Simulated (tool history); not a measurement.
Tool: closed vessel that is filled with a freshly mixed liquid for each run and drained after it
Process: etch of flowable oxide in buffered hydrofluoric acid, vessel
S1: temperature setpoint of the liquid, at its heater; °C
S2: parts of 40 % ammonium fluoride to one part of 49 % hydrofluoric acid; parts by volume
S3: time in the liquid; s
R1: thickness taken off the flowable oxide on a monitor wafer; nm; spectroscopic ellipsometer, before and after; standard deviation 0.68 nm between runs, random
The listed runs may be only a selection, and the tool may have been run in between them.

{"run": 1, "day": 0.0, "S1": 21, "S2": 11, "S3": 85, "R1": 234.25}
{"run": 2, "day": 0.342, "S1": 21, "S2": 14, "S3": 85, "R1": 184.65}
{"run": 3, "day": 0.55, "S1": 20.5, "S2": 14, "S3": 85, "R1": 179.52}
{"run": 4, "day": 0.85, "S1": 20, "S2": 14, "S3": 85, "R1": 174.95}
{"run": 5, "day": 0.888, "S1": 20, "S2": 14, "S3": 85, "R1": 175.33}
{"run": 6, "day": 1.225, "S1": 20, "S2": 12, "S3": 85, "R1": 201.51}

The next listed run, before its measurement:
{"run": 7, "day": 1.596, "S1": 17, "S2": 14, "S3": 85, "R1": "?"}

R1: 146.72 nm
